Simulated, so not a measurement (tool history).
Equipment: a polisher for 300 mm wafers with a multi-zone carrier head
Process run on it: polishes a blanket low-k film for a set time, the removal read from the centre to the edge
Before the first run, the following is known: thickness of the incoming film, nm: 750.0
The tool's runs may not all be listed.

run  hour  flow of slurry (ml/min)  pressure of the head's centre zone  pressure of the head's middle zone  pressure of the head's edge zone  abrasive content of the slurry  polishing time (s)  film removed at the wafer's centre (angstrom)  film removed at mid-radius (angstrom)  film removed at the wafer's edge (angstrom)
  1   0.0                      195                                1.00                                1.00                              1.00                            1.00                  53                                        160.200                                161.910                                      159.960
  2   3.1                      185                                0.96                                0.99                              0.97                            0.90                  50                                        134.650                                137.190                                      139.080
  3   8.4                      180                                0.93                                1.01                              0.94                            0.80                  49                                        114.500                                124.840                                      121.830
  4  14.4                      180                                0.97                                1.01                              0.94                            0.80                  49                                        120.720                                124.890                                      119.540
  5  19.4                      180                                0.97                                1.01                              0.94                            0.80                  44                                        108.360                                112.720                                      108.340
  6  22.4                      130                                0.97                                1.01                              0.94                            0.80                  44                                        100.610                                106.630                                      103.300
  7  31.4                      125                                0.94                                1.01                              0.92                            0.80                  44                                         95.087                                103.210                                      101.070
  8  38.5                      125                                0.92                                1.01                              0.90                            0.80                  44                                         92.509                                105.530                                      101.180
  9  44.7                      125                                0.91                                1.00                              0.89                            0.75                  44                                         87.069                                 96.963                                       94.825

The next listed run, before its measurement:
 10  52.4                      125                                0.90                                1.00                              0.88                            0.75                  44                                              ?                                      ?                                            ?

{"run 10": {"film removed at the wafer's centre (angstrom)": 85.959, "film removed at mid-radius (angstrom)": 96.862, "film removed at the wafer's edge (angstrom)": 91.71}}
